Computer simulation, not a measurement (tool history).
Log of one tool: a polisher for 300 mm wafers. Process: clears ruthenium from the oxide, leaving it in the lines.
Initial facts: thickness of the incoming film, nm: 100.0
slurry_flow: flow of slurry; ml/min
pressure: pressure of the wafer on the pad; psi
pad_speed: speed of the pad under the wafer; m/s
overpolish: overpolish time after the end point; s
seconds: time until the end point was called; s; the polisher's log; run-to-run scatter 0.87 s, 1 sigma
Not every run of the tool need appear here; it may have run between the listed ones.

run  hour  slurry_flow  pressure  pad_speed  overpolish  seconds
  1   0.0          155       2.5       1.08           8   51.878
  2   7.0          155       2.3       1.08           8   54.005
  3  13.4          155       2.3       1.08           8   55.497
  4  22.3          155       2.1       1.08           8   58.455
  5  24.6          155       1.9       1.08           8   65.329
  6  26.7          155       2.4       1.08           8   51.139
  7  29.5          155       2.2       1.08           8   56.740
  8  31.1          155       2.0       1.08           8   60.465

Run 9 has not been measured yet. What should we expect?
  9  36.3          155       1.9       1.08           8        ?

seconds: 64.926 s

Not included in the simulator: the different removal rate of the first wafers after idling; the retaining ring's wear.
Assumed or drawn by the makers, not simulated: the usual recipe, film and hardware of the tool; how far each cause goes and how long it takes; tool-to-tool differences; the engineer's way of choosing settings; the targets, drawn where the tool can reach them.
